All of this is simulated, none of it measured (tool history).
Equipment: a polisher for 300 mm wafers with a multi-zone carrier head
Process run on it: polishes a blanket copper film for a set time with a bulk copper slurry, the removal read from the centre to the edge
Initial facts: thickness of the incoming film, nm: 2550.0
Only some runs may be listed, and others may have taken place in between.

run  hour  flow of slurry (ml/min)  pressure of the head's centre zone  pressure of the head's middle zone  pressure of the head's edge zone  abrasive content of the slurry  polishing time (s)  film removed at the wafer's centre (nm)  film removed at mid-radius (nm)  film removed at the wafer's edge (nm)
  1   0.0                      170                                1.00                                1.00                              1.00                            1.00                  56                                   750.56                           759.95                                 765.81
  2   5.1                      170                                1.00                                1.00                              1.00                            0.85                  56                                   741.73                           737.24                                 747.59
  3  11.0                      140                                1.00                                1.00                              1.00                            0.85                  56                                   724.77                           705.07                                 711.90
  4  15.2                      140                                1.05                                1.00                              1.00                            0.85                  56                                   753.08                           705.01                                 716.89
  5  17.2                      140                                1.05                                1.00                              1.00                            0.85                  50                                   680.16                           627.67                                 647.46
  6  20.8                      140                                1.05                                1.00                              1.03                            0.85                  50                                   665.98                           628.41                                 648.08

Run 7 is up next; what results do you expect?
  7  22.1                      155                                1.07                                1.00                              1.03                            0.95                  51                                        ?                                ?                                      ?

{"run 7": {"film removed at the wafer's centre (nm)": 725.48, "film removed at mid-radius (nm)": 672.42, "film removed at the wafer's edge (nm)": 689.02}}
